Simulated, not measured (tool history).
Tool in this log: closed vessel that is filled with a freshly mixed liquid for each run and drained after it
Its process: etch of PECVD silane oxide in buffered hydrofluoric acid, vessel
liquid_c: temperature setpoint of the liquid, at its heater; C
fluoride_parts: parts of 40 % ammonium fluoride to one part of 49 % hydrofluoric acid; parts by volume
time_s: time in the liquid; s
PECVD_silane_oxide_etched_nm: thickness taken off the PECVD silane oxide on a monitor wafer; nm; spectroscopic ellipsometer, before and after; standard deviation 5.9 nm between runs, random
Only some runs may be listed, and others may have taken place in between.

| run | hour | liquid_c | fluoride_parts | time_s | PECVD_silane_oxide_etched_nm |
|---|---|---|---|---|---|
| 1 | 0 | 23 | 7.5 | 95 | 535.4 |
| 2 | 0.9 | 24 | 7.5 | 95 | 566.11 |
| 3 | 4.8 | 24 | 8.5 | 95 | 499.03 |
| 4 | 10.8 | 24 | 8.5 | 95 | 495.26 |
| 5 | 15.2 | 25 | 8.5 | 95 | 526.89 |
| 6 | 20.2 | 26 | 8.5 | 95 | 541.57 |
| 7 | 24.1 | 26 | 8.5 | 95 | 553.53 |
| 8 | 25.7 | 26.5 | 8.5 | 95 | 565.29 |

Run 9 has not been measured yet. What should we expect?
| 9 | 33.7 | 27 | 8.5 | 95 | ? |

Run 9 yielded PECVD_silane_oxide_etched_nm 592.15 nm.
